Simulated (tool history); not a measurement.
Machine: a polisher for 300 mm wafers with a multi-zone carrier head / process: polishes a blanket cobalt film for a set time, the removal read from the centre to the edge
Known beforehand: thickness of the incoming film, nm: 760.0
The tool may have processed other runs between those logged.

run,day,flow of slurry (ml/min),pressure of the head's centre zone,pressure of the head's middle zone,pressure of the head's edge zone,polishing time (s),film removed at the wafer's centre (angstrom),film removed at mid-radius (angstrom),film removed at the wafer's edge (angstrom)
1,0.000,160,1.00,1.00,1.00,42,2510.5,2610.0,2588.0
2,0.262,160,1.00,1.00,1.05,42,2476.0,2559.9,2667.0
3,0.512,160,0.93,1.00,1.05,42,2383.5,2583.1,2619.3
4,0.808,180,0.93,1.00,1.05,42,2403.4,2670.0,2733.5
5,0.904,180,0.88,1.00,1.05,42,2272.7,2703.7,2705.8
6,0.992,170,0.89,0.97,1.05,42,2271.4,2587.1,2642.7
7,1.108,125,0.99,0.87,1.09,40,2248.5,2164.6,2455.3
8,1.242,120,1.00,0.86,1.09,40,2258.4,2081.2,2434.3

Run 9 comes next. What will it give?
9,1.296,115,1.00,0.86,1.09,40,?,?,?

film removed at the wafer's centre (angstrom): 2243.8
film removed at mid-radius (angstrom): 2057.1
film removed at the wafer's edge (angstrom): 2422.8
